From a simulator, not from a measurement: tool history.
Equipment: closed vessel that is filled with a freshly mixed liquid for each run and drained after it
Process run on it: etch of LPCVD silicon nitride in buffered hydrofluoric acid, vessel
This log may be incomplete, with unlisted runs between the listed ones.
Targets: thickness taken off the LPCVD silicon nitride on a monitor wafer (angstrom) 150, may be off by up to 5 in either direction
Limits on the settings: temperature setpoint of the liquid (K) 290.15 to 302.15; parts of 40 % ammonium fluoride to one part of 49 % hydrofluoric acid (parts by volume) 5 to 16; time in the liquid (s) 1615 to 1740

run	hour	temperature setpoint of the liquid (K)	parts of 40 % ammonium fluoride to one part of 49 % hydrofluoric acid (parts by volume)	time in the liquid (s)	thickness taken off the LPCVD silicon nitride on a monitor wafer (angstrom)
1	0	294.15	9.5	1615	183.14
2	7.3	293.15	9.5	1615	172.75
3	9.1	292.15	9.5	1615	167.86
4	9.8	293.65	9.5	1615	181.9
5	13.2	292.65	9.5	1615	173.51
6	14.4	295.65	9.5	1615	201.8
7	22.2	294.15	9.5	1615	187.38
8	28.3	293.15	9.5	1615	175.45
9	36.2	292.15	9.5	1615	165.8
10	41.5	291.65	9.5	1615	161.07
11	47.8	291.15	9.5	1615	157.47

Of the 5 settings listed for the next run, only one would bring every result within its allowed miss of target. Which one?
A	54.1	291.65	9	1620	?
B	54.1	290.15	10.5	1625	?
C	54.1	290.15	8.5	1675	?
D	54.1	290.65	10	1650	?
E	54.1	292.15	10.5	1715	?

move	thickness taken off the LPCVD silicon nitride on a monitor wafer (angstrom)
A	167.11
B	137.36
C	168.84
D	150.49
E	162.39
A: moves away from the targets compared with the last run
B: moves the result that the last run missed by most past its target, out the other side
C: moves away from the targets compared with the last run
D: meets every target
E: moves away from the targets compared with the last run
The move that meets every target is D.

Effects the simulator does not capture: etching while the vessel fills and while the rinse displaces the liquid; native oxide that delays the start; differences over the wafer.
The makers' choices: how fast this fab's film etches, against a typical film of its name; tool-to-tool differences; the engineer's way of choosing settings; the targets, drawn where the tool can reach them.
